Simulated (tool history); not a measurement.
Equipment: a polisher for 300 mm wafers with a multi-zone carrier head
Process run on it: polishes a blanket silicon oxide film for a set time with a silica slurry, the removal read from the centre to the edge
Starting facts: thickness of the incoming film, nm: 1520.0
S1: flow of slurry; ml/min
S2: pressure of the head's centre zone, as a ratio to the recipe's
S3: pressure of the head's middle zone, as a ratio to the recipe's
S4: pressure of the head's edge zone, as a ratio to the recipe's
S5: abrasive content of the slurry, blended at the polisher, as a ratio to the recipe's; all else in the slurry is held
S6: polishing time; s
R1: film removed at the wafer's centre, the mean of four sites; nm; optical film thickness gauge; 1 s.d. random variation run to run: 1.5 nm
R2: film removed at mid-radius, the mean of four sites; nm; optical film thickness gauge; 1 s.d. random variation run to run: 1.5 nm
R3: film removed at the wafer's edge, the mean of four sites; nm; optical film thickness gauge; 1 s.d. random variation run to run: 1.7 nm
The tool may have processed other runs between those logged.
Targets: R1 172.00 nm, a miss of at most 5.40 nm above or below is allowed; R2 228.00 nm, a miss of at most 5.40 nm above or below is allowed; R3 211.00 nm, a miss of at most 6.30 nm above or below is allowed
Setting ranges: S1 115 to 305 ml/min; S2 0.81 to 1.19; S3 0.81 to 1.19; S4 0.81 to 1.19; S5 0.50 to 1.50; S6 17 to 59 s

Run 1, hour 0.0: S1 195 ml/min, S2 1.00, S3 1.00, S4 1.00, S5 1.00, S6 38 s. Result: R1 139.94 nm, R2 142.58 nm, R3 141.02 nm.
Run 2, hour 5.1: S1 200 ml/min, S2 0.99, S3 1.02, S4 1.02, S5 1.05, S6 38 s. Result: R1 140.90 nm, R2 149.75 nm, R3 145.22 nm.
Run 3, hour 9.2: S1 200 ml/min, S2 0.99, S3 1.07, S4 1.02, S5 1.05, S6 38 s. Result: R1 145.47 nm, R2 154.62 nm, R3 149.08 nm.
Run 4, hour 11.1: S1 205 ml/min, S2 0.98, S3 1.08, S4 1.03, S5 1.10, S6 38 s. Result: R1 146.89 nm, R2 160.43 nm, R3 151.60 nm.
Run 5, hour 19.7: S1 205 ml/min, S2 0.97, S3 1.09, S4 1.05, S5 1.15, S6 38 s. Result: R1 146.72 nm, R2 166.08 nm, R3 153.23 nm.
Run 6, hour 20.8: S1 205 ml/min, S2 0.97, S3 1.09, S4 1.05, S5 0.95, S6 38 s. Result: R1 136.66 nm, R2 151.03 nm, R3 141.19 nm.
Run 7, hour 29.7: S1 200 ml/min, S2 0.96, S3 1.09, S4 1.06, S5 1.00, S6 39 s. Result: R1 140.19 nm, R2 157.75 nm, R3 149.74 nm.
Run 8, hour 37.9: S1 195 ml/min, S2 0.95, S3 1.10, S4 1.07, S5 1.05, S6 39 s. Result: R1 142.35 nm, R2 161.84 nm, R3 150.12 nm.
Run 9, hour 40.3: S1 205 ml/min, S2 0.94, S3 1.09, S4 1.08, S5 1.10, S6 39 s. Result: R1 144.40 nm, R2 166.09 nm, R3 156.62 nm.
Run 10, hour 41.9: S1 210 ml/min, S2 0.93, S3 1.09, S4 1.09, S5 1.15, S6 39 s. Result: R1 148.02 nm, R2 170.57 nm, R3 163.59 nm.
Run 11, hour 47.3: S1 215 ml/min, S2 0.92, S3 1.10, S4 1.10, S5 1.20, S6 39 s. Result: R1 148.93 nm, R2 174.42 nm, R3 167.12 nm.
Run 12, hour 50.4: S1 220 ml/min, S2 0.91, S3 1.11, S4 1.10, S5 1.25, S6 39 s. Result: R1 150.73 nm, R2 180.68 nm, R3 168.45 nm.
Run 13, hour 54.0: S1 225 ml/min, S2 0.90, S3 1.11, S4 1.11, S5 1.30, S6 39 s. Result: R1 154.55 nm, R2 184.36 nm, R3 174.28 nm.
Run 14, hour 61.7: S1 225 ml/min, S2 0.89, S3 1.12, S4 1.12, S5 1.30, S6 39 s. Result: R1 151.93 nm, R2 185.87 nm, R3 177.46 nm.
Run 15, hour 65.9: S1 230 ml/min, S2 0.89, S3 1.13, S4 1.12, S5 1.30, S6 39 s. Result: R1 150.45 nm, R2 187.72 nm, R3 175.65 nm.
Run 16, hour 72.9: S1 235 ml/min, S2 0.89, S3 1.14, S4 1.13, S5 1.30, S6 39 s. Result: R1 151.56 nm, R2 187.77 nm, R3 176.18 nm.
Run 17, hour 80.4: S1 235 ml/min, S2 0.87, S3 1.16, S4 1.15, S5 1.40, S6 41 s. Result: R1 159.93 nm, R2 207.80 nm, R3 189.96 nm.
Run 18, hour 86.2: S1 240 ml/min, S2 0.87, S3 1.16, S4 1.15, S5 1.40, S6 41 s. Result: R1 163.08 nm, R2 207.87 nm, R3 189.45 nm.
Run 19, hour 87.6: S1 245 ml/min, S2 0.86, S3 1.16, S4 1.15, S5 1.40, S6 41 s. Result: R1 159.09 nm, R2 208.61 nm, R3 192.39 nm.
Run 20, hour 92.4: S1 250 ml/min, S2 0.86, S3 1.16, S4 1.15, S5 1.40, S6 41 s. Result: R1 162.58 nm, R2 208.44 nm, R3 192.97 nm.
Run 21, hour 96.9: S1 260 ml/min, S2 0.84, S3 1.17, S4 1.17, S5 1.45, S6 42 s. Result: R1 166.06 nm, R2 220.04 nm, R3 202.45 nm.
Run 22, hour 103.7: S1 260 ml/min, S2 0.84, S3 1.17, S4 1.17, S5 1.45, S6 42 s. Result: R1 165.69 nm, R2 219.10 nm, R3 204.04 nm.

Which single option among these 4 for the next run brings every result within its allowed miss of target? Just one does.
Run A, hour 110.5: S1 195 ml/min, S2 0.86, S3 1.18, S4 1.01, S5 1.50, S6 44 s. Result: R1 ?, R2 ?, R3 ?.
Run B, hour 110.5: S1 245 ml/min, S2 0.84, S3 1.16, S4 1.15, S5 1.40, S6 45 s. Result: R1 ?, R2 ?, R3 ?.
Run C, hour 110.5: S1 290 ml/min, S2 0.81, S3 1.19, S4 1.10, S5 1.45, S6 45 s. Result: R1 ?, R2 ?, R3 ?.
Run D, hour 110.5: S1 270 ml/min, S2 0.81, S3 1.19, S4 1.11, S5 1.40, S6 45 s. Result: R1 ?, R2 ?, R3 ?.

move      R1      R2      R3
   A  171.95  226.24  193.83
   B  174.09  229.27  211.11
   C  174.99  242.15  212.10
   D  171.21  237.10  209.02
A: the worst result of the last run now meets its target, but another is out of spec
B: all results in spec
C: moves the result that the last run missed by most past its target, out the other side
D: moves the result that the last run missed by most past its target, out the other side
Correct choice: B, which meets every target
